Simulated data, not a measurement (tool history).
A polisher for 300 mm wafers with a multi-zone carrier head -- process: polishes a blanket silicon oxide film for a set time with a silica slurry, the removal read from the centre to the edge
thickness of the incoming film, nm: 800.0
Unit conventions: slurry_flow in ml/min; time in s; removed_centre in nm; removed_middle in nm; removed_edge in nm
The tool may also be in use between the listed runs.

run 1 hour=0.0 | slurry_flow=165 centre_zone=1.00 middle_zone=1.00 edge_zone=1.00 slurry_solids=1.00 time=33 | removed_centre=102.650 removed_middle=99.519 removed_edge=99.316
run 2 hour=6.0 | slurry_flow=165 centre_zone=1.00 middle_zone=1.08 edge_zone=1.00 slurry_solids=1.00 time=33 | removed_centre=100.020 removed_middle=106.390 removed_edge=99.799
run 3 hour=10.6 | slurry_flow=165 centre_zone=1.01 middle_zone=1.08 edge_zone=0.96 slurry_solids=0.90 time=29 | removed_centre=87.578 removed_middle=89.193 removed_edge=82.092
run 4 hour=18.0 | slurry_flow=165 centre_zone=1.01 middle_zone=1.08 edge_zone=0.91 slurry_solids=0.90 time=29 | removed_centre=84.790 removed_middle=89.111 removed_edge=78.916
run 5 hour=21.8 | slurry_flow=165 centre_zone=1.01 middle_zone=1.08 edge_zone=0.95 slurry_solids=0.90 time=29 | removed_centre=85.582 removed_middle=89.637 removed_edge=81.958
run 6 hour=27.6 | slurry_flow=165 centre_zone=1.09 middle_zone=1.08 edge_zone=0.95 slurry_solids=0.90 time=29 | removed_centre=92.887 removed_middle=90.012 removed_edge=81.886
run 7 hour=29.8 | slurry_flow=165 centre_zone=1.07 middle_zone=1.08 edge_zone=0.92 slurry_solids=0.80 time=27 | removed_centre=78.731 removed_middle=78.002 removed_edge=69.771
run 8 hour=35.1 | slurry_flow=165 centre_zone=1.06 middle_zone=1.08 edge_zone=0.90 slurry_solids=0.75 time=26 | removed_centre=71.508 removed_middle=72.477 removed_edge=64.375

What does the tool deliver on the next run?
run 9 hour=42.0 | slurry_flow=170 centre_zone=1.06 middle_zone=1.08 edge_zone=0.88 slurry_solids=0.70 time=25 | removed_centre=? removed_middle=? removed_edge=?

Run 9 produced removed_centre 66.646 nm, removed_middle 66.817 nm, removed_edge 57.878 nm.
